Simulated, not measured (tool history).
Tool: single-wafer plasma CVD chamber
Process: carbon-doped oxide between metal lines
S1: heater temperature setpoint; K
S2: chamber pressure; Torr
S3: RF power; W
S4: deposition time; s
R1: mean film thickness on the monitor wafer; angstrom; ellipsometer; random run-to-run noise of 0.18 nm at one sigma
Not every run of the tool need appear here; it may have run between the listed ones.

{"run": 1, "hour": 0.0, "S1": 633.15, "S2": 4.82, "S3": 610, "S4": 15.7, "R1": 841.15}
{"run": 2, "hour": 3.3, "S1": 633.15, "S2": 4.82, "S3": 610, "S4": 16.2, "R1": 863.61}
{"run": 3, "hour": 11.2, "S1": 635.15, "S2": 4.58, "S3": 595, "S4": 16.2, "R1": 838.81}
{"run": 4, "hour": 12.8, "S1": 635.15, "S2": 4.58, "S3": 630, "S4": 16.2, "R1": 871.96}
{"run": 5, "hour": 18.7, "S1": 637.15, "S2": 4.35, "S3": 615, "S4": 16.2, "R1": 845.37}
{"run": 6, "hour": 20.6, "S1": 637.15, "S2": 4.35, "S3": 645, "S4": 16.2, "R1": 871.2}
{"run": 7, "hour": 25.4, "S1": 639.15, "S2": 4.14, "S3": 630, "S4": 16.2, "R1": 852.03}
{"run": 8, "hour": 26.6, "S1": 649.15, "S2": 3.18, "S3": 530, "S4": 16.1, "R1": 703.43}
{"run": 9, "hour": 35.1, "S1": 648.15, "S2": 3.2, "S3": 530, "S4": 16.1, "R1": 704.33}
{"run": 10, "hour": 38.6, "S1": 647.15, "S2": 3.22, "S3": 530, "S4": 16.1, "R1": 711.31}
{"run": 11, "hour": 42.1, "S1": 647.15, "S2": 3.23, "S3": 530, "S4": 16.1, "R1": 708.79}

For run 12, what comes out?
{"run": 12, "hour": 50.2, "S1": 647.15, "S2": 3.24, "S3": 530, "S4": 16.1, "R1": "?"}

Run 12 measured R1 706.46 angstrom.
